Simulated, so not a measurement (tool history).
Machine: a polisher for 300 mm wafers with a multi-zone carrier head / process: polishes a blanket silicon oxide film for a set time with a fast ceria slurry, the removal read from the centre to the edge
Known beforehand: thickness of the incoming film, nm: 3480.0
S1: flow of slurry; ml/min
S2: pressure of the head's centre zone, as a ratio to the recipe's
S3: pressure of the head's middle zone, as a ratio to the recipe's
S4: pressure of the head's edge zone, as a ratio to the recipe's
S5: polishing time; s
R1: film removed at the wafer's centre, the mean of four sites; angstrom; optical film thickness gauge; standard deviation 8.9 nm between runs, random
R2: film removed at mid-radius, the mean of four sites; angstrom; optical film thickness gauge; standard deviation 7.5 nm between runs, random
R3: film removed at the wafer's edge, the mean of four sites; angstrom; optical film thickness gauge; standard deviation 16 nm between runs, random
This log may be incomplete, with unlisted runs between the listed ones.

Run 1, hour 0: S1 280 ml/min, S2 1, S3 1, S4 1, S5 81 s. Result: R1 9091.3 angstrom, R2 9268.1 angstrom, R3 9087.6 angstrom.
Run 2, hour 3: S1 280 ml/min, S2 1, S3 1, S4 1, S5 69 s. Result: R1 7773 angstrom, R2 7799.8 angstrom, R3 7929.4 angstrom.
Run 3, hour 8.4: S1 280 ml/min, S2 1.07, S3 1, S4 1, S5 69 s. Result: R1 8260.2 angstrom, R2 7779.2 angstrom, R3 7909.5 angstrom.
Run 4, hour 13.2: S1 290 ml/min, S2 1.09, S3 1.01, S4 1.02, S5 72 s. Result: R1 8877.3 angstrom, R2 8219.9 angstrom, R3 8257.6 angstrom.
At hour 18.2: slurry nozzle cleaned.
Run 5, hour 18.2: S1 295 ml/min, S2 1.1, S3 1.02, S4 1.04, S5 75 s. Result: R1 9510.7 angstrom, R2 8852.9 angstrom, R3 8913.1 angstrom.
Run 6, hour 25.5: S1 310 ml/min, S2 1.11, S3 1.03, S4 1.05, S5 76 s. Result: R1 9738 angstrom, R2 9101.6 angstrom, R3 9259.6 angstrom.
Run 7, hour 29: S1 315 ml/min, S2 1.12, S3 1.03, S4 1.05, S5 78 s. Result: R1 10166 angstrom, R2 9215.8 angstrom, R3 9267.1 angstrom.
Run 8, hour 37.3: S1 325 ml/min, S2 1.13, S3 1.04, S4 1.07, S5 79 s. Result: R1 10348 angstrom, R2 9462.5 angstrom, R3 9773.3 angstrom.
Run 9, hour 44.5: S1 330 ml/min, S2 1.14, S3 1.05, S4 1.07, S5 80 s. Result: R1 10522 angstrom, R2 9731.3 angstrom, R3 9732 angstrom.
Run 10, hour 47.3: S1 330 ml/min, S2 1.15, S3 1.05, S4 1.07, S5 81 s. Result: R1 10856 angstrom, R2 9719.6 angstrom, R3 9843.2 angstrom.
Run 11, hour 53.2: S1 335 ml/min, S2 1.16, S3 1.06, S4 1.07, S5 82 s. Result: R1 11008 angstrom, R2 9903.2 angstrom, R3 10023 angstrom.
Run 12, hour 56.8: S1 335 ml/min, S2 1.16, S3 1.06, S4 1.07, S5 83 s. Result: R1 11193 angstrom, R2 10045 angstrom, R3 9909 angstrom.
Run 13, hour 63.9: S1 340 ml/min, S2 1.16, S3 1.06, S4 1.08, S5 84 s. Result: R1 11372 angstrom, R2 10187 angstrom, R3 10419 angstrom.
Run 14, hour 70.2: S1 345 ml/min, S2 1.16, S3 1.06, S4 1.08, S5 85 s. Result: R1 11557 angstrom, R2 10347 angstrom, R3 10683 angstrom.

Forecast run 15:
Run 15, hour 77.2: S1 350 ml/min, S2 1.16, S3 1.06, S4 1.08, S5 85 s. Result: R1 ?, R2 ?, R3 ?.

{"run 15": {"R1": 11511, "R2": 10323, "R3": 10533}}
